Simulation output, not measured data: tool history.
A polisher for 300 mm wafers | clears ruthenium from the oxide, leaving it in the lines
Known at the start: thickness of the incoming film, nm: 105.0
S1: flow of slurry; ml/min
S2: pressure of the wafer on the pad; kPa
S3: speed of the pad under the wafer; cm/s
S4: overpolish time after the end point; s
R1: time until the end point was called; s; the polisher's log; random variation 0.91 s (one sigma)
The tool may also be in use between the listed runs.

run 1 hour=0.0 | S1=245 S2=9.0 S3=126 S4=5 | R1=101.330
run 2 hour=4.1 | S1=245 S2=9.7 S3=126 S4=5 | R1=96.760
run 3 hour=6.6 | S1=195 S2=9.7 S3=126 S4=5 | R1=96.424
run 4 hour=7.9 | S1=195 S2=10.3 S3=126 S4=5 | R1=92.740
run 5 hour=11.0 | S1=195 S2=11.0 S3=128 S4=5 | R1=88.659
run 6 hour=13.8 | S1=250 S2=11.0 S3=128 S4=5 | R1=85.134
run 7 hour=19.3 | S1=250 S2=11.7 S3=128 S4=5 | R1=80.917
run 8 hour=22.3 | S1=250 S2=12.4 S3=128 S4=5 | R1=76.272

Run 9 comes next. What will it give?
run 9 hour=26.4 | S1=250 S2=13.1 S3=128 S4=5 | R1=?

Run 9 gave R1 72.765 s.

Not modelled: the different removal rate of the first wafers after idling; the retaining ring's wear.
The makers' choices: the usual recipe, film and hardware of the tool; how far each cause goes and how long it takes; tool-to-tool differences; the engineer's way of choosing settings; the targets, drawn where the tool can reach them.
